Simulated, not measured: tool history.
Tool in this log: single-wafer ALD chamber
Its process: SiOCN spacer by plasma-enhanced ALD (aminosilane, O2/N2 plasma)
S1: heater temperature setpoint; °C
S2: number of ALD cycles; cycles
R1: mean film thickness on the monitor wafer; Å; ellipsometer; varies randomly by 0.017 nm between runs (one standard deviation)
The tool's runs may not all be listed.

run,hour,S1,S2,R1
1,0,415,43,25.769
2,7.8,413,44,26.826
3,14.6,410,45,27.638
4,20.4,408,45,27.549
5,27.6,399,45,28.447
6,34.4,399,39,24.688
7,39.5,398,41,26.053

Predict the results of run 8:
8,42.3,397,42,?

Logged for run 8: R1 26.37 Å.
